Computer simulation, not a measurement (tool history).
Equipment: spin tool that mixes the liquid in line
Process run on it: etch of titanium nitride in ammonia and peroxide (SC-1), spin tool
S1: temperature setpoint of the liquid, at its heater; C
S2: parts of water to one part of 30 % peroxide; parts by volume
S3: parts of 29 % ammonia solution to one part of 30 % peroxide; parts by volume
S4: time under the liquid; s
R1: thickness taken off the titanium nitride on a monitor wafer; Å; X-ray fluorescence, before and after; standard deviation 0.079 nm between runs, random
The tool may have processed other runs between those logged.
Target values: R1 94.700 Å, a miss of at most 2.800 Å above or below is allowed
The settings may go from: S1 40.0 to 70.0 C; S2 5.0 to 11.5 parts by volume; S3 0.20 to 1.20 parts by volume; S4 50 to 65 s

| run | hour | S1 | S2 | S3 | S4 | R1 |
|---|---|---|---|---|---|---|
| 1 | 0.0 | 56.0 | 6.5 | 0.75 | 65 | 154.750 |
| 2 | 8.2 | 55.0 | 6.5 | 0.75 | 65 | 145.380 |
| 3 | 11.4 | 54.0 | 6.5 | 0.75 | 65 | 136.490 |
| 4 | 12.1 | 53.0 | 6.5 | 0.75 | 65 | 128.610 |
| 5 | 20.8 | 53.0 | 6.5 | 0.90 | 65 | 132.600 |
| 6 | 21.8 | 52.0 | 6.5 | 0.90 | 65 | 123.480 |
| 7 | 30.1 | 51.5 | 6.5 | 0.90 | 65 | 118.800 |
| 8 | 34.6 | 51.0 | 6.5 | 0.90 | 65 | 113.580 |
| 9 | 37.8 | 51.0 | 6.5 | 0.90 | 65 | 114.220 |
| 10 | 42.3 | 50.5 | 6.5 | 0.90 | 65 | 109.030 |
| 11 | 50.9 | 50.0 | 6.5 | 0.90 | 65 | 106.410 |
| 12 | 58.9 | 49.0 | 6.5 | 0.90 | 65 | 98.917 |

4 candidate next runs follow, results not yet known. Just one meets every target within its allowed miss. Identify it.
| A | 66.9 | 51.0 | 5.5 | 0.90 | 55 | ? |
| B | 66.9 | 49.5 | 6.5 | 1.00 | 65 | ? |
| C | 66.9 | 53.5 | 8.0 | 1.00 | 50 | ? |
| D | 66.9 | 48.0 | 5.0 | 1.00 | 65 | ? |

| move | R1 |
|---|---|
| A | 103.620 |
| B | 103.710 |
| C | 95.484 |
| D | 104.700 |
A: its largest miss is bigger than the last run's
B: its largest miss is bigger than the last run's
C: all results land within tolerance of their targets
D: its largest miss is bigger than the last run's
Go with C: it meets all targets.
